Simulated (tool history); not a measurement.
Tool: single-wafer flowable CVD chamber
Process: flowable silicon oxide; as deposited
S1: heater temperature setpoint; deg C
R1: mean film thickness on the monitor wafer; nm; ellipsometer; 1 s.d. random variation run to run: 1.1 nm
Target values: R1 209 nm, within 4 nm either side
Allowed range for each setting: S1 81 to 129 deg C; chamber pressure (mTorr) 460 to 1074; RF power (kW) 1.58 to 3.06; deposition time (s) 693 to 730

{"run": 1, "hour": 0.0, "S1": 105, "chamber pressure (mTorr)": 767, "RF power (kW)": 2.32, "deposition time (s)": 730, "R1": 382.57}
{"run": 2, "hour": 3.8, "S1": 109, "chamber pressure (mTorr)": 767, "RF power (kW)": 2.32, "deposition time (s)": 730, "R1": 332.75}
{"run": 3, "hour": 6.6, "S1": 119, "chamber pressure (mTorr)": 767, "RF power (kW)": 2.32, "deposition time (s)": 730, "R1": 246.67}
{"run": 4, "hour": 11.0, "S1": 115, "chamber pressure (mTorr)": 767, "RF power (kW)": 2.32, "deposition time (s)": 730, "R1": 278.7}
{"run": 5, "hour": 18.3, "S1": 115, "chamber pressure (mTorr)": 767, "RF power (kW)": 2, "deposition time (s)": 730, "R1": 269.19}
{"run": 6, "hour": 26.5, "S1": 116, "chamber pressure (mTorr)": 767, "RF power (kW)": 2, "deposition time (s)": 730, "R1": 259.54}
{"run": 7, "hour": 33.7, "S1": 117, "chamber pressure (mTorr)": 767, "RF power (kW)": 2, "deposition time (s)": 730, "R1": 248.24}
{"run": 8, "hour": 37.6, "S1": 118, "chamber pressure (mTorr)": 767, "RF power (kW)": 2, "deposition time (s)": 730, "R1": 243.78}
{"run": 9, "hour": 44.7, "S1": 119, "chamber pressure (mTorr)": 767, "RF power (kW)": 2, "deposition time (s)": 730, "R1": 236.23}
{"run": 10, "hour": 47.3, "S1": 120, "chamber pressure (mTorr)": 767, "RF power (kW)": 2, "deposition time (s)": 730, "R1": 230.12}
{"run": 11, "hour": 49.1, "S1": 121, "chamber pressure (mTorr)": 767, "RF power (kW)": 2, "deposition time (s)": 730, "R1": 223.47}
{"run": 12, "hour": 56.1, "S1": 122, "chamber pressure (mTorr)": 767, "RF power (kW)": 2, "deposition time (s)": 730, "R1": 215.73}

Next run, 5 choices. One meets every target within its allowed miss, the rest don't. Which?
{"run": "A", "hour": 63.1, "S1": 123, "chamber pressure (mTorr)": 798, "RF power (kW)": 1.905, "deposition time (s)": 730, "R1": "?"}
{"run": "B", "hour": 63.1, "S1": 123, "chamber pressure (mTorr)": 829, "RF power (kW)": 2.005, "deposition time (s)": 730, "R1": "?"}
{"run": "C", "hour": 63.1, "S1": 123, "chamber pressure (mTorr)": 798, "RF power (kW)": 2.1, "deposition time (s)": 730, "R1": "?"}
{"run": "D", "hour": 63.1, "S1": 125, "chamber pressure (mTorr)": 856, "RF power (kW)": 1.82, "deposition time (s)": 716, "R1": "?"}
{"run": "E", "hour": 63.1, "S1": 116, "chamber pressure (mTorr)": 670, "RF power (kW)": 2.22, "deposition time (s)": 708, "R1": "?"}

move=A R1=215.55
move=B R1=227.79
move=C R1=222.98
move=D R1=209.99
move=E R1=228.24
A: no better and no worse than the last run
B: its largest miss is bigger than the last run's
C: its largest miss is bigger than the last run's
D: hits every target within its allowed miss
E: its largest miss is bigger than the last run's
Correct choice: D, which meets every target

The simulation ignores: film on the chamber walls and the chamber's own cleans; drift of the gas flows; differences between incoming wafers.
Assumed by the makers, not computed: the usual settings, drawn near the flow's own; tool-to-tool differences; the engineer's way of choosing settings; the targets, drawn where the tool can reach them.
